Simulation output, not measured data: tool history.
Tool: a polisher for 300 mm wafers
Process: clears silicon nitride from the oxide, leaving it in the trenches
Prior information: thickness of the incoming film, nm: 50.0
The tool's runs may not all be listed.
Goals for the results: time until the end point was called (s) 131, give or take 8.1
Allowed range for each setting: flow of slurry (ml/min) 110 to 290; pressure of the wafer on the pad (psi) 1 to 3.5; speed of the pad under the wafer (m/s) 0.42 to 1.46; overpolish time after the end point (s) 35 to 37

run	hour	flow of slurry (ml/min)	pressure of the wafer on the pad (psi)	speed of the pad under the wafer (m/s)	overpolish time after the end point (s)	time until the end point was called (s)
1	0	185	2.2	0.94	35	61.978
2	2.5	185	2.2	0.82	35	69.542
3	7.5	185	2.1	0.8	35	73.383
4	16.2	185	2	0.78	35	75.622
5	20.9	185	2	0.78	37	74.755
6	23.9	185	2.5	0.78	37	66.221
7	27.5	185	2.4	0.74	37	67.227
8	31.9	185	2.3	0.72	37	70.241
9	34.3	185	2.2	0.68	37	77.151
10	36.2	185	2.1	0.66	37	80.727
11	43.4	185	2	0.64	37	88.551
12	45.2	185	1.9	0.64	37	89.822
13	51.5	185	1.8	0.64	37	97.447
14	53.8	185	1.7	0.64	37	98.01
15	59.4	185	1.6	0.64	37	103.51
16	64.4	185	1.5	0.64	37	106.9

5 next moves are on the table. One of them brings every result within its allowed miss. Which?
A	69.4	125	1.3	0.74	35	?
B	69.4	155	2	0.56	37	?
C	69.4	190	1.7	0.48	36	?
D	69.4	215	2.1	0.78	37	?
E	69.4	205	1.3	0.52	37	?

move	time until the end point was called (s)
A	117.88
B	96.284
C	114.83
D	71.856
E	132.51
A: better than the last run, though not everything is in spec
B: moves away from the targets compared with the last run
C: better than the last run, though not everything is in spec
D: moves away from the targets compared with the last run
E: all results land within tolerance of their targets
E is the move that brings every result within its allowed miss.
